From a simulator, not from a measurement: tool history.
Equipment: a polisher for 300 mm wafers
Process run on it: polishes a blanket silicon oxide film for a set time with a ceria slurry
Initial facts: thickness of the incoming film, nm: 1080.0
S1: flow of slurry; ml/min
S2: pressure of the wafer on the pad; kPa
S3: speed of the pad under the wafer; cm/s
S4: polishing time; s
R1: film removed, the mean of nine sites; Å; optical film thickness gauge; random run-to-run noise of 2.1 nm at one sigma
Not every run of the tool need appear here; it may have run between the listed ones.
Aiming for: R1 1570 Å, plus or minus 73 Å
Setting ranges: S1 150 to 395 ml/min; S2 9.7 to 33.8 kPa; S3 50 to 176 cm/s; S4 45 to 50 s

Run 1, hour 0: S1 250 ml/min, S2 21.4 kPa, S3 112 cm/s, S4 50 s. Result: R1 2449.4 Å.
Run 2, hour 8.5: S1 250 ml/min, S2 21.4 kPa, S3 112 cm/s, S4 45 s. Result: R1 2229.9 Å.
Run 3, hour 11.6: S1 250 ml/min, S2 24.1 kPa, S3 112 cm/s, S4 45 s. Result: R1 2436.6 Å.
Run 4, hour 20.1: S1 250 ml/min, S2 21.4 kPa, S3 110 cm/s, S4 45 s. Result: R1 2225.6 Å.
Run 5, hour 26.8: S1 250 ml/min, S2 21.4 kPa, S3 110 cm/s, S4 45 s. Result: R1 2226.1 Å.
Run 6, hour 34.6: S1 220 ml/min, S2 21.4 kPa, S3 110 cm/s, S4 45 s. Result: R1 2215.2 Å.
Run 7, hour 37.6: S1 220 ml/min, S2 19.3 kPa, S3 108 cm/s, S4 45 s. Result: R1 1905.2 Å.
Run 8, hour 41.8: S1 215 ml/min, S2 18.6 kPa, S3 108 cm/s, S4 45 s. Result: R1 1853.5 Å.
Run 9, hour 45.2: S1 215 ml/min, S2 17.9 kPa, S3 108 cm/s, S4 45 s. Result: R1 1842.6 Å.
Run 10, hour 48.8: S1 215 ml/min, S2 17.2 kPa, S3 108 cm/s, S4 45 s. Result: R1 1766 Å.
Run 11, hour 54.6: S1 215 ml/min, S2 16.5 kPa, S3 108 cm/s, S4 45 s. Result: R1 1717.9 Å.
Run 12, hour 60.6: S1 215 ml/min, S2 15.9 kPa, S3 108 cm/s, S4 45 s. Result: R1 1595.8 Å.
Run 13, hour 68.4: S1 215 ml/min, S2 15.9 kPa, S3 108 cm/s, S4 45 s. Result: R1 1649.4 Å.

Below are 4 possible settings for the next run. Only one of them brings all results inside the allowed miss of their targets. Which is it?
Run A, hour 76.2: S1 170 ml/min, S2 15.2 kPa, S3 120 cm/s, S4 47 s. Result: R1 ?.
Run B, hour 76.2: S1 160 ml/min, S2 16.5 kPa, S3 92 cm/s, S4 50 s. Result: R1 ?.
Run C, hour 76.2: S1 195 ml/min, S2 15.2 kPa, S3 124 cm/s, S4 45 s. Result: R1 ?.
Run D, hour 76.2: S1 190 ml/min, S2 17.9 kPa, S3 106 cm/s, S4 48 s. Result: R1 ?.

move      R1
   A  1796.3
   B  1567.8
   C  1817.6
   D    1902
A: moves away from the targets compared with the last run
B: in spec on every target
C: moves away from the targets compared with the last run
D: moves away from the targets compared with the last run
The move that meets every target is B.
